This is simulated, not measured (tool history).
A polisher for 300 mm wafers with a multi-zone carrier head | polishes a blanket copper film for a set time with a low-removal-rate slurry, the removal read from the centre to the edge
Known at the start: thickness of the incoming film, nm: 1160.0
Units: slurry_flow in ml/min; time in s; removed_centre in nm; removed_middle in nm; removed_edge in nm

| run | day | slurry_flow | centre_zone | middle_zone | edge_zone | slurry_solids | time | removed_centre | removed_middle | removed_edge |
|---|---|---|---|---|---|---|---|---|---|---|
| 1 | 0 | 315 | 1 | 1 | 1 | 1 | 87 | 332.86 | 337.55 | 330.17 |
| 2 | 0.329 | 320 | 1.02 | 0.98 | 0.96 | 0.85 | 85 | 317.3 | 316.66 | 306.34 |
| 3 | 0.65 | 320 | 1.02 | 0.98 | 1.01 | 0.85 | 85 | 320.79 | 317.8 | 310.74 |
| 4 | 0.975 | 325 | 1.05 | 0.96 | 0.98 | 0.75 | 83 | 313.51 | 291.3 | 296.86 |
| 5 | 1.067 | 325 | 1.07 | 0.97 | 0.94 | 0.7 | 82 | 306.96 | 287.91 | 280.52 |
| 6 | 1.354 | 325 | 0.99 | 0.97 | 0.94 | 0.7 | 82 | 288.16 | 288.53 | 274.85 |
| 7 | 1.483 | 330 | 1.02 | 0.96 | 0.91 | 0.65 | 82 | 291.96 | 280.88 | 269.69 |

The next listed run, before its measurement:
| 8 | 1.725 | 335 | 1.04 | 0.95 | 0.89 | 0.6 | 82 | ? | ? | ? |

{"run 8": {"removed_centre": 291.87, "removed_middle": 277.07, "removed_edge": 261.6}}

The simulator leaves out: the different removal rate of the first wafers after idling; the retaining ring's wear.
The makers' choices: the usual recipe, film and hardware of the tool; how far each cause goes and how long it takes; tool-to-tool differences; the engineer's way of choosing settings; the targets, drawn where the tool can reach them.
